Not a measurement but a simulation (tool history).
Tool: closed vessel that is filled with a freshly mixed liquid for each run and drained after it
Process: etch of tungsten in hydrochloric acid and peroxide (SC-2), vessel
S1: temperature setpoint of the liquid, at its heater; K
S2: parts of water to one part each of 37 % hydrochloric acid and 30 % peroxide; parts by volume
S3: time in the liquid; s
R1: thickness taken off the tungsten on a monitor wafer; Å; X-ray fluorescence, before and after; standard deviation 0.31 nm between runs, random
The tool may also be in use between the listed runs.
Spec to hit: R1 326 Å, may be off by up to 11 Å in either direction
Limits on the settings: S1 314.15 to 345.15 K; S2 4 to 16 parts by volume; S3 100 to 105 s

| run | hour | S1 | S2 | S3 | R1 |
|---|---|---|---|---|---|
| 1 | 0 | 330.15 | 9 | 100 | 252.77 |
| 2 | 8.9 | 330.15 | 9 | 100 | 246.74 |
| 3 | 11.2 | 331.65 | 9 | 100 | 276.41 |
| 4 | 15 | 331.65 | 9 | 105 | 286.32 |
| 5 | 15.8 | 331.65 | 6.5 | 105 | 370.61 |
| 6 | 20.1 | 331.15 | 6.5 | 105 | 361.23 |
| 7 | 22.1 | 330.65 | 6.5 | 105 | 347.99 |
| 8 | 30.2 | 330.15 | 6.5 | 105 | 336.45 |

Pick the move, out of 4, that brings all results within their allowed miss; only one does.
| A | 38.3 | 330.65 | 6.5 | 105 | ? |
| B | 38.3 | 336.65 | 9.5 | 100 | ? |
| C | 38.3 | 327.15 | 5 | 100 | ? |
| D | 38.3 | 333.65 | 8 | 105 | ? |

| move | R1 |
|---|---|
| A | 348.29 |
| B | 356.84 |
| C | 321.54 |
| D | 357.76 |
A: moves away from the targets compared with the last run
B: moves away from the targets compared with the last run
C: meets every target
D: moves away from the targets compared with the last run
The move that meets every target is C.
